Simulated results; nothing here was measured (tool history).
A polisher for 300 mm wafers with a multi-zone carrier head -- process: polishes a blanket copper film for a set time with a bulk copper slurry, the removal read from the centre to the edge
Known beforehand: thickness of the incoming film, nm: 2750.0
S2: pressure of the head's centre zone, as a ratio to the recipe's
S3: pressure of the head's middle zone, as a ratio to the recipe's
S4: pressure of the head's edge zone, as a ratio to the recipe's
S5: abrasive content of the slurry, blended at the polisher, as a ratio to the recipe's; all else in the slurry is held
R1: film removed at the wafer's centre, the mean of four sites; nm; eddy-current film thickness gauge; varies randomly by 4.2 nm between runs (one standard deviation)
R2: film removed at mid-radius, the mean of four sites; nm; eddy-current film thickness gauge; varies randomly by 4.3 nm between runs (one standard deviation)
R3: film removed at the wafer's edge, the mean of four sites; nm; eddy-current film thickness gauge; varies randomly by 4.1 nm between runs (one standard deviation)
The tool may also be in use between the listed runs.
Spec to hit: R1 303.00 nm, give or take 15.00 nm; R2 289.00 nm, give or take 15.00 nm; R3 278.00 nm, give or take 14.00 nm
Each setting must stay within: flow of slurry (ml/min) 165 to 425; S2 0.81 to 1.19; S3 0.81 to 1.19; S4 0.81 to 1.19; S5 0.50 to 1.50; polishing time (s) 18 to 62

{"run": 1, "hour": 0.0, "flow of slurry (ml/min)": 275, "S2": 1.0, "S3": 1.0, "S4": 1.0, "S5": 1.0, "polishing time (s)": 40, "R1": 352.36, "R2": 353.16, "R3": 341.45}
{"run": 2, "hour": 8.2, "flow of slurry (ml/min)": 275, "S2": 1.0, "S3": 1.0, "S4": 0.97, "S5": 1.0, "polishing time (s)": 40, "R1": 342.44, "R2": 346.61, "R3": 330.76}
{"run": 3, "hour": 12.6, "flow of slurry (ml/min)": 275, "S2": 1.0, "S3": 0.99, "S4": 0.95, "S5": 0.95, "polishing time (s)": 40, "R1": 338.11, "R2": 341.75, "R3": 325.1}
{"run": 4, "hour": 16.7, "flow of slurry (ml/min)": 275, "S2": 1.0, "S3": 0.98, "S4": 0.94, "S5": 0.9, "polishing time (s)": 40, "R1": 339.41, "R2": 333.25, "R3": 324.24}
{"run": 5, "hour": 20.0, "flow of slurry (ml/min)": 275, "S2": 1.0, "S3": 0.98, "S4": 0.93, "S5": 0.85, "polishing time (s)": 40, "R1": 321.56, "R2": 328.63, "R3": 305.89}
{"run": 6, "hour": 21.3, "flow of slurry (ml/min)": 275, "S2": 1.0, "S3": 0.98, "S4": 1.0, "S5": 0.85, "polishing time (s)": 40, "R1": 327.09, "R2": 328.42, "R3": 325.4}
{"run": 7, "hour": 26.6, "flow of slurry (ml/min)": 275, "S2": 1.02, "S3": 0.9, "S4": 0.9, "S5": 0.6, "polishing time (s)": 39, "R1": 292.17, "R2": 264.73, "R3": 270.83}
{"run": 8, "hour": 30.9, "flow of slurry (ml/min)": 275, "S2": 1.02, "S3": 0.91, "S4": 0.9, "S5": 0.6, "polishing time (s)": 39, "R1": 280.84, "R2": 264.18, "R3": 268.47}
{"run": 9, "hour": 33.6, "flow of slurry (ml/min)": 275, "S2": 1.03, "S3": 0.92, "S4": 0.9, "S5": 0.6, "polishing time (s)": 39, "R1": 286.33, "R2": 266.06, "R3": 273.2}
{"run": 10, "hour": 41.1, "flow of slurry (ml/min)": 275, "S2": 1.03, "S3": 0.93, "S4": 0.89, "S5": 0.6, "polishing time (s)": 39, "R1": 288.62, "R2": 274.84, "R3": 262.09}
{"run": 11, "hour": 49.1, "flow of slurry (ml/min)": 275, "S2": 1.03, "S3": 0.93, "S4": 0.89, "S5": 0.6, "polishing time (s)": 39, "R1": 285.44, "R2": 273.62, "R3": 262.9}
{"run": 12, "hour": 53.0, "flow of slurry (ml/min)": 280, "S2": 1.05, "S3": 0.95, "S4": 0.93, "S5": 0.75, "polishing time (s)": 40, "R1": 322.84, "R2": 309.65, "R3": 305.42}
{"run": 13, "hour": 61.6, "flow of slurry (ml/min)": 275, "S2": 1.04, "S3": 0.95, "S4": 0.92, "S5": 0.75, "polishing time (s)": 40, "R1": 334.62, "R2": 304.26, "R3": 301.47}
{"run": 14, "hour": 69.1, "flow of slurry (ml/min)": 275, "S2": 1.03, "S3": 0.95, "S4": 0.91, "S5": 0.75, "polishing time (s)": 40, "R1": 321.85, "R2": 301.92, "R3": 300.23}
{"run": 15, "hour": 74.1, "flow of slurry (ml/min)": 275, "S2": 1.03, "S3": 0.95, "S4": 0.9, "S5": 0.75, "polishing time (s)": 40, "R1": 319.48, "R2": 309.33, "R3": 299.78}

Next run, 4 choices. One meets every target within its allowed miss, the rest don't. Which?
{"run": "A", "hour": 79.1, "flow of slurry (ml/min)": 275, "S2": 1.01, "S3": 0.9, "S4": 0.91, "S5": 0.75, "polishing time (s)": 45, "R1": "?", "R2": "?", "R3": "?"}
{"run": "B", "hour": 79.1, "flow of slurry (ml/min)": 275, "S2": 1.04, "S3": 0.99, "S4": 0.9, "S5": 0.55, "polishing time (s)": 42, "R1": "?", "R2": "?", "R3": "?"}
{"run": "C", "hour": 79.1, "flow of slurry (ml/min)": 170, "S2": 0.91, "S3": 1.02, "S4": 0.91, "S5": 0.9, "polishing time (s)": 36, "R1": "?", "R2": "?", "R3": "?"}
{"run": "D", "hour": 79.1, "flow of slurry (ml/min)": 305, "S2": 0.81, "S3": 0.81, "S4": 0.92, "S5": 0.75, "polishing time (s)": 42, "R1": "?", "R2": "?", "R3": "?"}

move=A R1=349.64 R2=337.03 R3=331.76
move=B R1=295.42 R2=295.63 R3=272.07
move=C R1=257.78 R2=295.02 R3=270.94
move=D R1=276.65 R2=297.50 R3=313.58
A: lands further from the targets than the last run did
B: each result inside its tolerance
C: puts the biggest miss on target and leaves a different result outside tolerance
D: lands further from the targets than the last run did
Move B is the one to make.
